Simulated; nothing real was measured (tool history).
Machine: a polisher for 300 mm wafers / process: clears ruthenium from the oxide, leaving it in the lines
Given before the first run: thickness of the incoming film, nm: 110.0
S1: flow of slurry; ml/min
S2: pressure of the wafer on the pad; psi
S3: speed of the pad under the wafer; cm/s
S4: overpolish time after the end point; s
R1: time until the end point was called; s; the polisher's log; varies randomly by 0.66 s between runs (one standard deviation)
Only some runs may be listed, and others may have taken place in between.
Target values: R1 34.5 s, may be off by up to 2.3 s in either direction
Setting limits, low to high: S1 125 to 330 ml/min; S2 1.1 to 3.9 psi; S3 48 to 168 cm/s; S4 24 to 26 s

run	day	S1	S2	S3	S4	R1
1	0	210	2.5	108	24	72.069
2	0.254	210	2.7	112	24	61.808
3	0.612	210	2.9	112	24	60.418
4	0.925	210	3	116	24	57.146
5	1	210	3	98	24	63.848
6	1.062	210	3.1	104	24	58.523
7	1.246	210	3.2	108	24	55.681
8	1.583	210	3.3	112	24	51.862
9	1.775	215	3.9	134	24	38.51
10	2.033	215	3.9	136	24	38.107
11	2.4	215	3.9	138	24	37.694
12	2.738	215	3.9	140	24	37.793

Consider the 5 candidate settings below. Which is the only one whose results all fall within their allowed miss of target?
A	3.075	200	3.6	146	24	?
B	3.075	215	3.9	124	26	?
C	3.075	225	3.8	156	24	?
D	3.075	235	3.4	134	26	?
E	3.075	190	3.6	138	25	?

move	R1
A	41.21
B	43.004
C	36.471
D	45.75
E	43.426
A: misses by more than the last run did
B: misses by more than the last run did
C: meets every target
D: misses by more than the last run did
E: misses by more than the last run did
The right move is C.
